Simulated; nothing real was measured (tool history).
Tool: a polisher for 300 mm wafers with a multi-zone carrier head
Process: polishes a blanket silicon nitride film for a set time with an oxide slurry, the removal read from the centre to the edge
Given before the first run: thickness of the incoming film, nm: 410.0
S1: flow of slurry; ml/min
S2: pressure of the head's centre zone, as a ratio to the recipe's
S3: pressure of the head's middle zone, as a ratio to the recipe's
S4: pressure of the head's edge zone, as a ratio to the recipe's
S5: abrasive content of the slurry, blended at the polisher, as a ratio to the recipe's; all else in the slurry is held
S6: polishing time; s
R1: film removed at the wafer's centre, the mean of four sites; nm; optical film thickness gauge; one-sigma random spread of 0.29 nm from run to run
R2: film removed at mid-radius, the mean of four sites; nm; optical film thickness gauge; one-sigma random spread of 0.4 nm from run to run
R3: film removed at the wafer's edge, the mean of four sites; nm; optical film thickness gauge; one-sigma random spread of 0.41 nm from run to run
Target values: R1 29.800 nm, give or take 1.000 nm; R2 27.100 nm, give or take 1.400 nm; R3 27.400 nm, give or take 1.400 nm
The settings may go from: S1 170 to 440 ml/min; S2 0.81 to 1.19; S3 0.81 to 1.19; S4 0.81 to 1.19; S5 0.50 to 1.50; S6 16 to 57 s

Run 1, hour 0.0: S1 280 ml/min, S2 1.00, S3 1.00, S4 1.00, S5 1.00, S6 36 s. Result: R1 20.184 nm, R2 20.463 nm, R3 19.952 nm.
Run 2, hour 5.5: S1 285 ml/min, S2 1.04, S3 1.01, S4 1.03, S5 1.15, S6 36 s. Result: R1 21.886 nm, R2 21.369 nm, R3 21.953 nm.
Run 3, hour 7.9: S1 285 ml/min, S2 1.04, S3 1.01, S4 1.03, S5 1.15, S6 32 s. Result: R1 19.974 nm, R2 18.954 nm, R3 19.202 nm.
Run 4, hour 9.2: S1 285 ml/min, S2 1.04, S3 1.01, S4 1.03, S5 1.00, S6 32 s. Result: R1 18.716 nm, R2 18.296 nm, R3 18.558 nm.
Run 5, hour 12.2: S1 295 ml/min, S2 1.08, S3 1.04, S4 1.04, S5 1.15, S6 34 s. Result: R1 21.684 nm, R2 21.039 nm, R3 21.096 nm.
Run 6, hour 19.6: S1 235 ml/min, S2 1.08, S3 1.04, S4 1.04, S5 1.15, S6 34 s. Result: R1 21.743 nm, R2 20.446 nm, R3 20.890 nm.
Run 7, hour 21.8: S1 240 ml/min, S2 1.15, S3 1.08, S4 1.09, S5 1.40, S6 38 s. Result: R1 27.599 nm, R2 25.273 nm, R3 25.364 nm.
Run 8, hour 23.9: S1 240 ml/min, S2 1.16, S3 1.08, S4 1.10, S5 1.45, S6 38 s. Result: R1 28.329 nm, R2 25.950 nm, R3 25.132 nm.
Run 9, hour 28.1: S1 235 ml/min, S2 1.15, S3 1.07, S4 1.11, S5 1.45, S6 39 s. Result: R1 28.303 nm, R2 26.124 nm, R3 26.342 nm.

5 next moves are on the table. One of them brings every result within its allowed miss. Which?
Run A, hour 32.3: S1 245 ml/min, S2 1.11, S3 1.12, S4 1.05, S5 1.50, S6 37 s. Result: R1 ?, R2 ?, R3 ?.
Run B, hour 32.3: S1 230 ml/min, S2 1.18, S3 1.15, S4 1.19, S5 1.40, S6 35 s. Result: R1 ?, R2 ?, R3 ?.
Run C, hour 32.3: S1 260 ml/min, S2 1.08, S3 0.98, S4 1.18, S5 1.50, S6 42 s. Result: R1 ?, R2 ?, R3 ?.
Run D, hour 32.3: S1 260 ml/min, S2 1.09, S3 1.06, S4 1.14, S5 1.50, S6 39 s. Result: R1 ?, R2 ?, R3 ?.
Run E, hour 32.3: S1 295 ml/min, S2 1.17, S3 1.08, S4 1.14, S5 1.35, S6 40 s. Result: R1 ?, R2 ?, R3 ?.

move      R1      R2      R3
   A  26.615  27.188  25.087
   B  25.882  25.437  24.514
   C  29.613  27.763  30.454
   D  27.769  27.551  27.748
   E  29.949  28.055  27.715
A: further off than the last run
B: further off than the last run
C: meets the target for the result that was furthest off, but another lies outside its allowed miss
D: further off than the last run
E: meets every target
Answer: E
